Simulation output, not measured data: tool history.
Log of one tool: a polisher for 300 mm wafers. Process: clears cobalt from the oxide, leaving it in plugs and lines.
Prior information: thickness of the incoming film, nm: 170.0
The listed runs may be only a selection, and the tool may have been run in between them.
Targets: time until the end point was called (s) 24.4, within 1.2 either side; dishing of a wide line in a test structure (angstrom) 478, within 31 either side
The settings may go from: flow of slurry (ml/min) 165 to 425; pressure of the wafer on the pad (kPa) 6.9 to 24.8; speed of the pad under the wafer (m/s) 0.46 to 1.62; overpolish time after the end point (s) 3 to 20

run  hour  flow of slurry (ml/min)  pressure of the wafer on the pad (kPa)  speed of the pad under the wafer (m/s)  overpolish time after the end point (s)  time until the end point was called (s)  dishing of a wide line in a test structure (angstrom)
  1     0                      275                                    15.9                                    1.04                                       10                                   33.657                                                 336.02
  2   7.2                      275                                    16.5                                    1.04                                       11                                    32.87                                                 352.57
  3   9.5                      275                                    16.5                                    1.04                                        7                                   31.958                                                 262.87
  4  10.6                      275                                    16.5                                    1.04                                        9                                   32.256                                                 319.67
  5  13.8                      305                                    16.5                                    1.04                                        9                                   32.451                                                 325.48
  6  17.7                      305                                    16.5                                    0.84                                        9                                   39.371                                                 288.83
  7  19.5                      310                                    17.9                                    0.86                                       10                                   37.704                                                 310.14
  8  23.7                      310                                    19.3                                    0.92                                       11                                   32.286                                                 344.03
  9  28.5                      310                                      20                                    0.94                                       12                                   31.094                                                 378.91
 10    35                      310                                    24.1                                    0.96                                       13                                     26.7                                                 418.07
 11  41.5                      310                                    24.1                                    0.98                                       13                                   26.253                                                 413.39
 12  47.8                      310                                    24.1                                       1                                       13                                   26.398                                                  424.2
 13  49.6                      310                                    24.8                                    1.04                                       14                                   24.498                                                 432.72

Of the 4 settings listed for the next run, only one would bring every result within its allowed miss of target. Which one?
  A  51.4                      280                                    24.8                                    1.06                                       17                                        ?                                                      ?
  B  51.4                      305                                    23.4                                     1.1                                       10                                        ?                                                      ?
  C  51.4                      330                                    24.8                                    1.16                                        9                                        ?                                                      ?
  D  51.4                      295                                    24.8                                    1.04                                       10                                        ?                                                      ?

move  time until the end point was called (s)  dishing of a wide line in a test structure (angstrom)
   A                                   24.777                                                 468.68
   B                                    24.79                                                 388.67
   C                                   22.541                                                 386.66
   D                                   25.125                                                 386.29
A: hits every target within its allowed miss
B: its largest miss is bigger than the last run's
C: its largest miss is bigger than the last run's
D: its largest miss is bigger than the last run's
So the answer is move A, the one that meets all the targets.
